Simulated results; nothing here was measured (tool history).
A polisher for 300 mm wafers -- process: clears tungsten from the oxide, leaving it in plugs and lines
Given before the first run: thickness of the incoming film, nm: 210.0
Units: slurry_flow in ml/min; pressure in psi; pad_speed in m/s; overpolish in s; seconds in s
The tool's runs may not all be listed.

{"run": 1, "hour": 0.0, "slurry_flow": 280, "pressure": 2.4, "pad_speed": 0.9, "slurry_solids": 1.0, "overpolish": 15, "seconds": 69.166}
{"run": 2, "hour": 0.8, "slurry_flow": 280, "pressure": 2.6, "pad_speed": 0.9, "slurry_solids": 1.0, "overpolish": 15, "seconds": 64.31}
{"run": 3, "hour": 1.7, "slurry_flow": 310, "pressure": 2.6, "pad_speed": 0.9, "slurry_solids": 1.0, "overpolish": 15, "seconds": 64.088}
{"run": 4, "hour": 4.9, "slurry_flow": 370, "pressure": 2.6, "pad_speed": 0.9, "slurry_solids": 1.0, "overpolish": 15, "seconds": 61.527}
{"run": 5, "hour": 8.4, "slurry_flow": 370, "pressure": 2.7, "pad_speed": 0.9, "slurry_solids": 1.0, "overpolish": 15, "seconds": 61.177}
{"run": 6, "hour": 9.5, "slurry_flow": 370, "pressure": 2.8, "pad_speed": 0.92, "slurry_solids": 1.0, "overpolish": 15, "seconds": 58.074}
{"run": 7, "hour": 11.6, "slurry_flow": 370, "pressure": 2.9, "pad_speed": 0.94, "slurry_solids": 1.0, "overpolish": 15, "seconds": 55.876}
{"run": 8, "hour": 18.8, "slurry_flow": 370, "pressure": 3.0, "pad_speed": 0.96, "slurry_solids": 1.0, "overpolish": 15, "seconds": 52.626}
{"run": 9, "hour": 24.5, "slurry_flow": 370, "pressure": 3.1, "pad_speed": 0.96, "slurry_solids": 1.0, "overpolish": 15, "seconds": 49.857}

Predict the results of run 10:
{"run": 10, "hour": 27.9, "slurry_flow": 370, "pressure": 3.2, "pad_speed": 0.96, "slurry_solids": 1.0, "overpolish": 15, "seconds": "?"}

seconds: 49.964 s
